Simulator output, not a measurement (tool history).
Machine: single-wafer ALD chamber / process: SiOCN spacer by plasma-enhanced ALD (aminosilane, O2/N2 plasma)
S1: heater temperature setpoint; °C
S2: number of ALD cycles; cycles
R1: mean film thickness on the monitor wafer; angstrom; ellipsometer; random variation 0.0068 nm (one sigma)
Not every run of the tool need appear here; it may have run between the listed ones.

run	hour	S1	S2	R1
1	0.0	415	35	21.990
2	3.7	420	33	20.448
3	5.7	428	33	19.859
4	9.0	418	33	20.609
5	16.0	423	32	19.712
6	18.8	427	31	18.736
7	19.5	430	31	18.510
8	24.1	432	31	18.347
9	26.9	434	31	18.314
10	28.6	435	31	18.160
11	33.4	436	31	18.229
12	36.7	437	31	17.932
# hour 38.2: thermocouple changed; heater temperature recalibrated
13	38.2	438	31	18.387

What will run 14 give?
14	42.5	438	30	?

{"run 14": {"R1": 17.833}}

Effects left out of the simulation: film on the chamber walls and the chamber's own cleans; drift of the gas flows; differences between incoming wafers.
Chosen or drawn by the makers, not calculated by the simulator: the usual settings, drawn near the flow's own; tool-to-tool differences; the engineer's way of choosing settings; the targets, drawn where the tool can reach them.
